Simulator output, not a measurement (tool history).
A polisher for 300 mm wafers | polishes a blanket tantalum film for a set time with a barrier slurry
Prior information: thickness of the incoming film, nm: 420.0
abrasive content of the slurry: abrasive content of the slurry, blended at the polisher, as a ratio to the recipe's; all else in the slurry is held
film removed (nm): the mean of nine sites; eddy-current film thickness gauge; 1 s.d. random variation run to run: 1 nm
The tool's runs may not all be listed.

run,hour,flow of slurry (ml/min),pressure of the wafer on the pad (psi),speed of the pad under the wafer (cm/s),abrasive content of the slurry,polishing time (s),film removed (nm)
1,0.0,320,2.5,126,1.0,21,50.663
2,2.8,320,2.5,126,1.0,19,46.646
3,11.3,245,2.5,126,1.0,19,46.082
4,19.0,245,2.7,126,1.0,19,50.124
5,21.3,245,2.9,126,1.0,19,53.281
6,22.6,245,3.1,128,1.0,19,57.558
7,29.8,245,3.2,130,1.0,19,60.230

Expected results for the next run?
8,32.7,245,3.3,132,1.0,19,?

Run 8 yielded film removed (nm) 62.412.

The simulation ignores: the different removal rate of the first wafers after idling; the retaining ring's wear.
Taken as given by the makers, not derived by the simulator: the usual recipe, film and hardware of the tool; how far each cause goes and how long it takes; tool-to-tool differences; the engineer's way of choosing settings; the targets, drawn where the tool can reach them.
